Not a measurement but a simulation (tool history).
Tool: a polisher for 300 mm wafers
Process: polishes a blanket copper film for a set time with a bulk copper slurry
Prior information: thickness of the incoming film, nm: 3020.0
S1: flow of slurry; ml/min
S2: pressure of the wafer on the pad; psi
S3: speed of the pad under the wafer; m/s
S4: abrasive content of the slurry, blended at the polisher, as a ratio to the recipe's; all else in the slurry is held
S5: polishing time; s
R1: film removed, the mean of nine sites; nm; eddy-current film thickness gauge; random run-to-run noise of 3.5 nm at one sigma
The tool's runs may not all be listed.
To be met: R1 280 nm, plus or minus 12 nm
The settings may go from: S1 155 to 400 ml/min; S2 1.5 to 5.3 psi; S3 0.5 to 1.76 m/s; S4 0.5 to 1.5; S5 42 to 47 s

run	day	S1	S2	S3	S4	S5	R1
1	0	255	3.4	1.12	1	47	556.7
2	0.196	255	3.4	0.96	1	47	492.39
3	0.554	255	3.4	0.96	1.2	47	530.42
4	0.917	255	2.9	0.92	1.2	47	452.65
5	1	255	2.5	0.88	1.2	47	367.73
6	1.038	255	2.5	0.88	1.2	42	332.2
7	1.108	255	2.4	0.88	1.2	42	325.92
8	1.292	255	2.3	0.88	1.2	42	296.06
9	1.404	255	2.2	0.88	1.2	42	292.05
10	1.708	255	2	0.88	1.2	42	262.44

Which single option among these 5 for the next run brings every result within its allowed miss of target? Just one does.
A	2.012	220	1.9	0.76	1.1	47	?
B	2.012	260	1.7	0.96	1.1	42	?
C	2.012	275	1.8	0.7	1.35	47	?
D	2.012	195	2.1	0.92	1.2	42	?
E	2.012	230	1.5	1.38	0.8	42	?

move	R1
A	249.03
B	237.9
C	244.59
D	281.19
E	244.8
A: its largest miss is bigger than the last run's
B: its largest miss is bigger than the last run's
C: its largest miss is bigger than the last run's
D: every result within its allowed miss
E: its largest miss is bigger than the last run's
Move D is the one to make.

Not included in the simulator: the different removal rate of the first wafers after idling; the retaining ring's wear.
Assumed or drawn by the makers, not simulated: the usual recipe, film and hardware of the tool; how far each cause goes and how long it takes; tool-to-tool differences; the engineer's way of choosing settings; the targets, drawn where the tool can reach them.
